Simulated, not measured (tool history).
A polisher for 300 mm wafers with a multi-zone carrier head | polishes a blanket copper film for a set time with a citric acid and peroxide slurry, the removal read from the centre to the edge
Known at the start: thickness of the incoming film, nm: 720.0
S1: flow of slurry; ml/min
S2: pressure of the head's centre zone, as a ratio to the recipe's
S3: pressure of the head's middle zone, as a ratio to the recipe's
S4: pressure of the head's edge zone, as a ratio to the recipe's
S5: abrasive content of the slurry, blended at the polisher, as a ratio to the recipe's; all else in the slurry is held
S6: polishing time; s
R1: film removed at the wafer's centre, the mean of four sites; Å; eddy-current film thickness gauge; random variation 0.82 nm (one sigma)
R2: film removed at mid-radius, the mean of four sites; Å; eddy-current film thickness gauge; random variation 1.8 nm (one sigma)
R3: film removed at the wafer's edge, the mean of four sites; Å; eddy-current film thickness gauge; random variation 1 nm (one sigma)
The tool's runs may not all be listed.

run  hour   S1    S2    S3    S4    S5  S6      R1      R2      R3
  1     0  195     1     1     1     1  32    1107  1056.9  1118.6
  2   4.8  220  1.02  1.04  0.96     1  32  1145.2  1133.7  1100.3
  3  11.3  220  1.02  1.04  0.96     1  27  963.19  942.16  917.07
  4  19.9  185  1.02  1.04  0.96     1  27  941.21  922.33  910.52
  5  21.1  185  0.94  1.04  0.96     1  27  891.15  936.84  912.57
  6  25.5  185  0.94  1.04  0.96     1  21  689.61  698.97  714.87
  7  31.8  195  1.01  1.08  0.98  1.15  23  829.95  833.61  817.63
  8  36.1  250  1.11  1.18  1.06   1.4  26  1082.7  1125.8    1054
  9  40.3  265  1.13  1.18  1.03  1.45  26  1137.5  1130.8  1040.8
 10  42.2  275  1.13  1.18  1.01  1.45  27  1178.3  1201.4  1083.7

Run 11 comes next. What will it give?
 11  50.7  280  1.14  1.18   1  1.45  27   ?   ?   ?

Run 11 gave R1 1183.7 Å, R2 1199.7 Å, R3 1082.6 Å.
